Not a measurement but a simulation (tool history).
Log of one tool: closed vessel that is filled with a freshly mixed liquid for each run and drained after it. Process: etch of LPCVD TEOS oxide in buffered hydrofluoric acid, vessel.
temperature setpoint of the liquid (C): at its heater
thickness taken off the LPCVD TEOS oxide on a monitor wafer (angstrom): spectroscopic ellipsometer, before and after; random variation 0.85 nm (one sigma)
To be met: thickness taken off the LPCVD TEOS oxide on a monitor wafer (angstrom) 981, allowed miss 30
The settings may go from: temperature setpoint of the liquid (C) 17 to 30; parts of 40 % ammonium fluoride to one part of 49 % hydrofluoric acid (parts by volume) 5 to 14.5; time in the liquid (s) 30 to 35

run  hour  temperature setpoint of the liquid (C)  parts of 40 % ammonium fluoride to one part of 49 % hydrofluoric acid (parts by volume)  time in the liquid (s)  thickness taken off the LPCVD TEOS oxide on a monitor wafer (angstrom)
  1     0                                      22                                                                                        9                      35                                                                  772.07
  2   1.5                                      22                                                                                        9                      35                                                                  783.73
  3   3.7                                      22                                                                                       10                      35                                                                   727.6
  4   9.7                                      22                                                                                     12.5                      35                                                                  586.72
  5  11.7                                      22                                                                                     11.5                      35                                                                  632.07
  6  13.4                                    24.5                                                                                     11.5                      35                                                                  730.55
  7    22                                      26                                                                                     11.5                      35                                                                  793.86
  8  29.4                                      27                                                                                     11.5                      35                                                                   834.8

5 next moves are on the table. One of them brings every result within its allowed miss. Which?
  A  36.8                                      28                                                                                       12                      35                                                                       ?
  B  36.8                                    21.5                                                                                       10                      30                                                                       ?
  C  36.8                                      28                                                                                       11                      35                                                                       ?
  D  36.8                                      26                                                                                       11                      30                                                                       ?
  E  36.8                                    29.5                                                                                       11                      35                                                                       ?

move  thickness taken off the LPCVD TEOS oxide on a monitor wafer (angstrom)
   A                                                                  844.51
   B                                                                  607.57
   C                                                                  919.29
   D                                                                  708.03
   E                                                                  995.19
A: nearer than the last run, and not there yet
B: further off than the last run
C: nearer than the last run, and not there yet
D: further off than the last run
E: meets every target
The right move is E.
